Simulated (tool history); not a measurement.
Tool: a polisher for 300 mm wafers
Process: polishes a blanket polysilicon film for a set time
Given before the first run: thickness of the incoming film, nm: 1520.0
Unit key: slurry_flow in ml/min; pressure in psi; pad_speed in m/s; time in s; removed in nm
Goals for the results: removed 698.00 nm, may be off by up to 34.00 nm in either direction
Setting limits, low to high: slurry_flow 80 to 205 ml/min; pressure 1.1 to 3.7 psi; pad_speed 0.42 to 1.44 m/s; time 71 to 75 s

run	hour	slurry_flow	pressure	pad_speed	time	removed
1	0.0	135	2.4	0.92	71	474.48
2	0.5	135	2.4	0.92	71	457.10
3	8.4	135	2.1	0.92	71	410.45
4	14.0	135	2.1	0.92	71	406.71
5	22.9	150	2.1	0.92	71	433.11
6	27.8	155	2.2	0.92	71	434.24
7	35.2	155	2.3	0.92	71	465.30
8	42.4	155	2.4	0.92	71	487.60
9	50.5	155	2.5	0.92	71	503.90
10	59.3	160	3.1	0.96	71	664.17

Consider the 4 candidate settings below. Which is the only one whose results all fall within their allowed miss of target?
A	68.1	145	3.3	0.96	73	?
B	68.1	180	2.6	0.98	75	?
C	68.1	150	3.1	0.84	74	?
D	68.1	165	3.2	0.86	71	?

move	removed
A	686.43
B	589.16
C	578.28
D	594.15
A: all results land within tolerance of their targets
B: its largest miss is bigger than the last run's
C: its largest miss is bigger than the last run's
D: its largest miss is bigger than the last run's
So the answer is move A, the one that meets all the targets.
